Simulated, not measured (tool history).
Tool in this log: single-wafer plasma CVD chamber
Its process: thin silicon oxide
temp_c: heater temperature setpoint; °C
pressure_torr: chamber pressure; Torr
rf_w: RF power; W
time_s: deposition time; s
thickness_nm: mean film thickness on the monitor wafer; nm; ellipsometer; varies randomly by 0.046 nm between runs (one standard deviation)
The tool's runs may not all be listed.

Run 1, hour 0: temp_c 380 °C, pressure_torr 1.04 Torr, rf_w 235 W, time_s 9.02 s. Result: thickness_nm 19.15 nm.
Run 2, hour 2.4: temp_c 380 °C, pressure_torr 1 Torr, rf_w 235 W, time_s 9.02 s. Result: thickness_nm 18.787 nm.
Run 3, hour 3.6: temp_c 388 °C, pressure_torr 1 Torr, rf_w 235 W, time_s 9.02 s. Result: thickness_nm 18.75 nm.
Run 4, hour 10.5: temp_c 388 °C, pressure_torr 1 Torr, rf_w 235 W, time_s 9.02 s. Result: thickness_nm 18.762 nm.
Run 5, hour 11.7: temp_c 388 °C, pressure_torr 0.96 Torr, rf_w 235 W, time_s 9.02 s. Result: thickness_nm 18.41 nm.
Run 6, hour 16.6: temp_c 388 °C, pressure_torr 0.78 Torr, rf_w 235 W, time_s 9.02 s. Result: thickness_nm 16.251 nm.

Run 7 is up next; what results do you expect?
Run 7, hour 22.8: temp_c 388 °C, pressure_torr 0.77 Torr, rf_w 235 W, time_s 9.02 s. Result: thickness_nm ?.

thickness_nm: 15.992 nm
